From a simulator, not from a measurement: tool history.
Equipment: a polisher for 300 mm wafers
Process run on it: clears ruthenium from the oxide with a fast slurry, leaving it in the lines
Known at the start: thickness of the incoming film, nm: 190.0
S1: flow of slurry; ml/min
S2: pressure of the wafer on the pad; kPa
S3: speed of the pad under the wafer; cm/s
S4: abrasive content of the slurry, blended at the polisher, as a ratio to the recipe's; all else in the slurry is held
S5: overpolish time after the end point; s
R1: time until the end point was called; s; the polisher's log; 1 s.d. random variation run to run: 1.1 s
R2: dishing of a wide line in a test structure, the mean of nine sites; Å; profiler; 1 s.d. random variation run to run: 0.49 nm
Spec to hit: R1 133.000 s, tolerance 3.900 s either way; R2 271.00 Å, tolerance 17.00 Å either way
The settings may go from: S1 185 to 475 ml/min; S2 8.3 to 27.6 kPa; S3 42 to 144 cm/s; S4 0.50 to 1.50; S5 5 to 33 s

run 1 day=0.000 | S1=305 S2=17.9 S3=92 S4=1.00 S5=17 | R1=46.817 R2=557.19
run 2 day=0.225 | S1=305 S2=15.2 S3=80 S4=1.00 S5=18 | R1=63.540 R2=439.00
run 3 day=0.446 | S1=305 S2=15.2 S3=80 S4=1.20 S5=18 | R1=60.272 R2=480.74
run 4 day=0.604 | S1=305 S2=15.2 S3=100 S4=1.20 S5=18 | R1=48.637 R2=568.49
run 5 day=0.946 | S1=305 S2=13.1 S3=86 S4=1.20 S5=19 | R1=63.694 R2=458.69
run 6 day=1.267 | S1=305 S2=11.7 S3=76 S4=1.20 S5=20 | R1=81.279 R2=396.02
run 7 day=1.642 | S1=305 S2=11.0 S3=70 S4=1.20 S5=20 | R1=91.448 R2=348.30
run 8 day=1.825 | S1=305 S2=10.3 S3=66 S4=1.20 S5=21 | R1=103.430 R2=331.74
run 9 day=1.925 | S1=305 S2=9.7 S3=64 S4=1.20 S5=21 | R1=114.970 R2=299.83
run 10 day=2.000 | S1=305 S2=9.0 S3=64 S4=1.20 S5=21 | R1=122.380 R2=278.50

5 candidate next runs follow, results not yet known. Just one meets every target within its allowed miss. Identify it.
run A day=2.075 | S1=315 S2=8.3 S3=66 S4=1.30 S5=19 | R1=? R2=?
run B day=2.075 | S1=220 S2=10.3 S3=64 S4=1.15 S5=21 | R1=? R2=?
run C day=2.075 | S1=320 S2=11.7 S3=48 S4=1.25 S5=17 | R1=? R2=?
run D day=2.075 | S1=280 S2=9.7 S3=64 S4=1.30 S5=20 | R1=? R2=?
run E day=2.075 | S1=275 S2=8.3 S3=64 S4=1.25 S5=22 | R1=? R2=?

move=A R1=124.160 R2=254.85
move=B R1=110.180 R2=313.95
move=C R1=122.080 R2=232.86
move=D R1=111.550 R2=296.29
move=E R1=130.550 R2=279.38
A: moves toward the targets from the last run without getting all of them in spec
B: lands further from the targets than the last run did
C: no better and no worse than the last run
D: lands further from the targets than the last run did
E: all results land within tolerance of their targets
The move that meets every target is E.
